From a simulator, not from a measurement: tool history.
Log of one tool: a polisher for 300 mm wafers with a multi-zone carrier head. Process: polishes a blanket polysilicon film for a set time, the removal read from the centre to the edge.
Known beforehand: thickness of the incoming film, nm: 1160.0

run  hour  flow of slurry (ml/min)  pressure of the head's centre zone  pressure of the head's middle zone  pressure of the head's edge zone  polishing time (s)  film removed at the wafer's centre (Å)  film removed at mid-radius (Å)  film removed at the wafer's edge (Å)
  1     0                      230                                   1                                   1                                 1                  33                                  3240.6                          3316.7                                  3314
  2   8.9                      230                                   1                                   1                              1.04                  33                                  3239.1                          3333.8                                3372.7
  3    16                      235                                1.02                                1.02                              1.05                  33                                  3279.8                          3294.5                                3297.3
  4  17.8                      240                                1.03                                1.03                              1.04                  34                                  3421.5                          3438.1                                3366.2
  5  20.4                      240                                1.04                                1.04                              1.04                  35                                  3619.1                          3652.8                                3563.1
     23.1  -- edge zone pressure recalibrated
  6  23.1                      240                                1.08                                1.04                              1.04                  35                                  3728.7                          3630.4                                  3621

The next listed run, before its measurement:
  7  23.9                      245                                1.09                                1.05                              1.03                  35                                       ?                               ?                                     ?

Logged for run 7: film removed at the wafer's centre (Å) 3786.3, film removed at mid-radius (Å) 3609, film removed at the wafer's edge (Å) 3624.6.
